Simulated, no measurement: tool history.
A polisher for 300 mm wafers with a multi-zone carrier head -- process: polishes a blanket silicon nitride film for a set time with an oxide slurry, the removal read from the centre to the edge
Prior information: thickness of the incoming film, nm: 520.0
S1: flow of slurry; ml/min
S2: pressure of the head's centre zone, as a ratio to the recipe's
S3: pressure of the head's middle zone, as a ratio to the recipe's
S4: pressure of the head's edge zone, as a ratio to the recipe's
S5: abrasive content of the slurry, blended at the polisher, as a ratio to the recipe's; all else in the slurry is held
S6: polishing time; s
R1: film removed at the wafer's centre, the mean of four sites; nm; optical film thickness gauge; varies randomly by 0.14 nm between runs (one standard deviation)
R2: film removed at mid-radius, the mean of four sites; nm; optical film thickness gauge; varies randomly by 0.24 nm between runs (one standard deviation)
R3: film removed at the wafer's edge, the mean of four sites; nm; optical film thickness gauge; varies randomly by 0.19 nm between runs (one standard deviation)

| run | hour | S1 | S2 | S3 | S4 | S5 | S6 | R1 | R2 | R3 |
|---|---|---|---|---|---|---|---|---|---|---|
| 1 | 0 | 235 | 1 | 1 | 1 | 1 | 85 | 46.002 | 45.562 | 46.184 |
| 2 | 2.7 | 235 | 1 | 1 | 1.08 | 1 | 85 | 46.283 | 44.854 | 46.237 |
| 3 | 7.4 | 235 | 1 | 1 | 1.05 | 1 | 85 | 46.319 | 46.146 | 45.642 |
| 4 | 14.2 | 205 | 1 | 1 | 1.05 | 1 | 85 | 45.405 | 44.257 | 45.722 |
| 5 | 16.9 | 200 | 0.97 | 0.96 | 1.06 | 0.85 | 77 | 38.037 | 36.931 | 39.359 |
| 6 | 25 | 190 | 0.94 | 0.93 | 1.07 | 0.75 | 71 | 32.91 | 32.964 | 35.133 |
| 7 | 26.4 | 175 | 0.93 | 0.9 | 1.1 | 0.7 | 66 | 29.613 | 27.962 | 32.524 |
| 8 | 33.7 | 170 | 0.91 | 0.88 | 1.09 | 0.65 | 63 | 27.053 | 25.894 | 30.359 |
| 9 | 42 | 165 | 0.9 | 0.86 | 1.07 | 0.6 | 62 | 25.973 | 24.402 | 28.626 |
| 10 | 45.8 | 160 | 0.88 | 0.85 | 1.06 | 0.55 | 62 | 24.587 | 23.417 | 27.791 |

Forecast run 11:
| 11 | 47.2 | 155 | 0.87 | 0.84 | 1.05 | 0.55 | 62 | ? | ? | ? |

For run 11 the tool returned R1 24.485 nm, R2 23.234 nm, R3 27.788 nm.

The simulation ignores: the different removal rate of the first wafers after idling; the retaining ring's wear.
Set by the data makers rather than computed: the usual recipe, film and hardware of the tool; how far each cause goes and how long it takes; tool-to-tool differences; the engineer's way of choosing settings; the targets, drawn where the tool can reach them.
